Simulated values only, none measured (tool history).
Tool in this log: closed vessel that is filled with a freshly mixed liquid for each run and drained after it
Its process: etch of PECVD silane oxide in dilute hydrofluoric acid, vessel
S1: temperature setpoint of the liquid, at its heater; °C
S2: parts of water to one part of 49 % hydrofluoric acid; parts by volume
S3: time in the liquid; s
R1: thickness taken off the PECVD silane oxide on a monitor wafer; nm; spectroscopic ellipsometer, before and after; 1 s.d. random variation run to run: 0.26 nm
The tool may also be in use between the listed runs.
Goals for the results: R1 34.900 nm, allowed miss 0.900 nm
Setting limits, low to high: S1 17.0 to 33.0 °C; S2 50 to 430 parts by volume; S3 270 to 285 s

run,hour,S1,S2,S3,R1
1,0.0,25.0,240,270,46.878
2,4.5,25.0,240,270,47.172
3,5.5,24.0,240,270,44.702
4,13.6,26.0,240,270,48.355
5,18.2,26.0,190,270,64.590
6,25.2,26.0,190,285,67.116
7,28.6,25.0,200,285,61.406
8,29.5,24.0,205,285,57.750

Of the 4 settings listed for the next run, only one would bring every result within its allowed miss of target. Which one?
A,30.4,21.5,220,280,?
B,30.4,25.0,265,270,?
C,30.4,27.5,320,270,?
D,30.4,26.0,130,285,?

move,R1
A,48.095
B,41.771
C,35.587
D,108.430
A: nearer than the last run, and not there yet
B: nearer than the last run, and not there yet
C: every result within its allowed miss
D: moves away from the targets compared with the last run
The right move is C.

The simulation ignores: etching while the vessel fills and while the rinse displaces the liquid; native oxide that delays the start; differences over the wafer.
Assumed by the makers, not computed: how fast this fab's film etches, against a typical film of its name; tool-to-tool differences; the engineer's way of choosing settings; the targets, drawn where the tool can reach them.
